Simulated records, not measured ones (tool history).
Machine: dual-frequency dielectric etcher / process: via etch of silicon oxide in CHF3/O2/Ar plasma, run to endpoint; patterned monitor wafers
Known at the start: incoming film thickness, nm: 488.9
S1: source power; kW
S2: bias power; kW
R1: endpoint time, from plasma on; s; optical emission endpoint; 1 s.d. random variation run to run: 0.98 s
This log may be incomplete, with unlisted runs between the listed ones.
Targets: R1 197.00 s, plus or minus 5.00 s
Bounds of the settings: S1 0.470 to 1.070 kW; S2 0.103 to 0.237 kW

{"run": 1, "day": 0.0, "S1": 0.77, "S2": 0.17, "R1": 240.68}
{"run": 2, "day": 0.312, "S1": 0.83, "S2": 0.179, "R1": 228.48}
{"run": 3, "day": 0.65, "S1": 0.88, "S2": 0.184, "R1": 218.36}
{"run": 4, "day": 0.904, "S1": 0.88, "S2": 0.159, "R1": 234.43}
{"run": 5, "day": 0.992, "S1": 0.78, "S2": 0.159, "R1": 247.79}
{"run": 6, "day": 1.162, "S1": 0.78, "S2": 0.175, "R1": 235.31}
{"run": 7, "day": 1.488, "S1": 0.83, "S2": 0.181, "R1": 228.32}
{"run": 8, "day": 1.846, "S1": 0.88, "S2": 0.186, "R1": 220.13}
{"run": 9, "day": 2.179, "S1": 0.92, "S2": 0.19, "R1": 213.9}
{"run": 10, "day": 2.329, "S1": 0.95, "S2": 0.193, "R1": 206.59}
{"run": 11, "day": 2.425, "S1": 0.97, "S2": 0.194, "R1": 205.27}
{"run": 12, "day": 2.483, "S1": 0.98, "S2": 0.195, "R1": 205.33}

Exercise: of the 5 proposed moves below, exactly one satisfies all targets within the stated allowed misses. Which move is it?
{"run": "A", "day": 2.542, "S1": 0.93, "S2": 0.2, "R1": "?"}
{"run": "B", "day": 2.542, "S1": 0.95, "S2": 0.178, "R1": "?"}
{"run": "C", "day": 2.542, "S1": 0.95, "S2": 0.179, "R1": "?"}
{"run": "D", "day": 2.542, "S1": 0.99, "S2": 0.21, "R1": "?"}
{"run": "E", "day": 2.542, "S1": 0.97, "S2": 0.164, "R1": "?"}

move=A R1=206.57
move=B R1=216.33
move=C R1=215.76
move=D R1=197.01
move=E R1=223.03
A: misses by more than the last run did
B: misses by more than the last run did
C: misses by more than the last run did
D: each result inside its tolerance
E: misses by more than the last run did
So the answer is move D, the one that meets all the targets.
